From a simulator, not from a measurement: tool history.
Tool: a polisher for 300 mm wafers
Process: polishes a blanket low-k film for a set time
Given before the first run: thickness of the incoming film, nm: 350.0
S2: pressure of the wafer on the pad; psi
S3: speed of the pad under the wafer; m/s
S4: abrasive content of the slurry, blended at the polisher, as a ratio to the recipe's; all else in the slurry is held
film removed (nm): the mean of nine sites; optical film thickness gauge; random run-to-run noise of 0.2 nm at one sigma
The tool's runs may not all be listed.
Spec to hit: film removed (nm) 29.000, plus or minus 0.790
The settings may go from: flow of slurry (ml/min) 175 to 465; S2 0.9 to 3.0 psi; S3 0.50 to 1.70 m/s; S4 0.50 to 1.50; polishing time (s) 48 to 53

{"run": 1, "hour": 0.0, "flow of slurry (ml/min)": 295, "S2": 1.9, "S3": 1.1, "S4": 1.0, "polishing time (s)": 53, "film removed (nm)": 20.516}
{"run": 2, "hour": 1.8, "flow of slurry (ml/min)": 295, "S2": 1.9, "S3": 1.1, "S4": 1.0, "polishing time (s)": 53, "film removed (nm)": 20.868}
{"run": 3, "hour": 4.5, "flow of slurry (ml/min)": 295, "S2": 2.1, "S3": 1.1, "S4": 1.0, "polishing time (s)": 53, "film removed (nm)": 21.711}
{"run": 4, "hour": 6.8, "flow of slurry (ml/min)": 295, "S2": 2.1, "S3": 1.1, "S4": 1.2, "polishing time (s)": 53, "film removed (nm)": 23.663}
{"run": 5, "hour": 11.1, "flow of slurry (ml/min)": 260, "S2": 2.1, "S3": 1.1, "S4": 1.2, "polishing time (s)": 53, "film removed (nm)": 23.453}
{"run": 6, "hour": 15.1, "flow of slurry (ml/min)": 260, "S2": 1.8, "S3": 1.1, "S4": 1.2, "polishing time (s)": 53, "film removed (nm)": 21.374}
{"hour": 22.5, "done": "head pressure recalibrated"}
{"run": 7, "hour": 22.5, "flow of slurry (ml/min)": 260, "S2": 2.0, "S3": 1.1, "S4": 1.2, "polishing time (s)": 53, "film removed (nm)": 21.505}
{"run": 8, "hour": 28.3, "flow of slurry (ml/min)": 305, "S2": 2.0, "S3": 1.1, "S4": 1.2, "polishing time (s)": 53, "film removed (nm)": 21.873}
{"run": 9, "hour": 29.7, "flow of slurry (ml/min)": 295, "S2": 2.2, "S3": 1.1, "S4": 1.2, "polishing time (s)": 53, "film removed (nm)": 23.165}
{"run": 10, "hour": 36.6, "flow of slurry (ml/min)": 295, "S2": 2.4, "S3": 1.1, "S4": 1.2, "polishing time (s)": 53, "film removed (nm)": 24.168}
{"run": 11, "hour": 41.3, "flow of slurry (ml/min)": 295, "S2": 2.5, "S3": 1.12, "S4": 1.2, "polishing time (s)": 53, "film removed (nm)": 25.372}
{"run": 12, "hour": 43.8, "flow of slurry (ml/min)": 295, "S2": 2.6, "S3": 1.12, "S4": 1.2, "polishing time (s)": 53, "film removed (nm)": 26.033}
{"run": 13, "hour": 47.0, "flow of slurry (ml/min)": 295, "S2": 2.7, "S3": 1.12, "S4": 1.2, "polishing time (s)": 53, "film removed (nm)": 26.542}
{"run": 14, "hour": 47.6, "flow of slurry (ml/min)": 305, "S2": 2.9, "S3": 1.12, "S4": 1.2, "polishing time (s)": 53, "film removed (nm)": 27.843}

Pick the move, out of 4, that brings all results within their allowed miss; only one does.
{"run": "A", "hour": 48.2, "flow of slurry (ml/min)": 260, "S2": 3.0, "S3": 1.12, "S4": 1.25, "polishing time (s)": 53, "film removed (nm)": "?"}
{"run": "B", "hour": 48.2, "flow of slurry (ml/min)": 400, "S2": 2.3, "S3": 1.36, "S4": 1.25, "polishing time (s)": 48, "film removed (nm)": "?"}
{"run": "C", "hour": 48.2, "flow of slurry (ml/min)": 290, "S2": 2.9, "S3": 1.1, "S4": 1.25, "polishing time (s)": 50, "film removed (nm)": "?"}
{"run": "D", "hour": 48.2, "flow of slurry (ml/min)": 325, "S2": 2.7, "S3": 1.12, "S4": 1.2, "polishing time (s)": 53, "film removed (nm)": "?"}

move=A film_removed_(nm)=28.845
move=B film_removed_(nm)=26.316
move=C film_removed_(nm)=26.425
move=D film_removed_(nm)=26.810
A: each result inside its tolerance
B: lands further from the targets than the last run did
C: lands further from the targets than the last run did
D: lands further from the targets than the last run did
Correct choice: A, which meets every target
